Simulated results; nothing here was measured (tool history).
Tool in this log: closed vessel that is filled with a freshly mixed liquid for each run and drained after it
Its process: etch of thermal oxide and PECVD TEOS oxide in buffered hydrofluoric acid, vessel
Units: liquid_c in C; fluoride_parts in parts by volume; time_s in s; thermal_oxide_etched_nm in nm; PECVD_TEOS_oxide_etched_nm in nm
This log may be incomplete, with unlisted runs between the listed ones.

run    day  liquid_c  fluoride_parts  time_s  thermal_oxide_etched_nm  PECVD_TEOS_oxide_etched_nm
  1  0.000      22.0            22.0      60                   30.517                      52.807
  2  0.104      22.0            17.0      60                   37.720                      64.871
  3  0.421      22.0            20.5      60                   32.266                      55.550
  4  0.517      24.5            19.0      60                   38.814                      67.397
  5  0.904      26.0            17.5      60                   45.451                      77.475
     1.021  -- hydrofluoric acid flow meter replaced
  6  1.021      27.0            17.0      60                   54.357                      92.500

Forecast run 7:
  7  1.088      27.5            17.0      60                        ?                           ?

Run 7 measured thermal_oxide_etched_nm 55.244 nm, PECVD_TEOS_oxide_etched_nm 95.341 nm.
